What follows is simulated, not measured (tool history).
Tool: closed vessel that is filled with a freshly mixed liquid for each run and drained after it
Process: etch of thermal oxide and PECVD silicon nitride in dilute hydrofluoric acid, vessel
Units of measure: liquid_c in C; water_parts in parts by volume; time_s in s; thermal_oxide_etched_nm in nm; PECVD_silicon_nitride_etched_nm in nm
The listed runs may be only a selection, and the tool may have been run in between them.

| run | hour | liquid_c | water_parts | time_s | thermal_oxide_etched_nm | PECVD_silicon_nitride_etched_nm |
|---|---|---|---|---|---|---|
| 1 | 0 | 21 | 220 | 275 | 4.262 | 5.3099 |
| 2 | 7.5 | 21 | 285 | 275 | 3.0831 | 4.0978 |
| 3 | 16.6 | 21 | 285 | 345 | 3.8992 | 5.2257 |
| 4 | 20.3 | 21 | 285 | 290 | 3.2719 | 4.3343 |
| 5 | 23.1 | 23 | 285 | 290 | 3.5202 | 4.9023 |
| 6 | 27.8 | 23 | 285 | 200 | 2.4088 | 3.3828 |
| 7 | 32.9 | 22.5 | 270 | 195 | 2.4795 | 3.4033 |
| 8 | 38.5 | 22 | 255 | 190 | 2.5507 | 3.3467 |
| 9 | 41.3 | 22 | 245 | 185 | 2.6378 | 3.41 |
| 10 | 47.3 | 22 | 235 | 180 | 2.6884 | 3.4341 |
| 11 | 54 | 22 | 225 | 175 | 2.7411 | 3.5608 |

Estimate the outcome of run 12 from the log above:
| 12 | 61.6 | 19.5 | 175 | 165 | ? | ? |

For run 12 the tool returned thermal_oxide_etched_nm 3.2307 nm, PECVD_silicon_nitride_etched_nm 3.6329 nm.
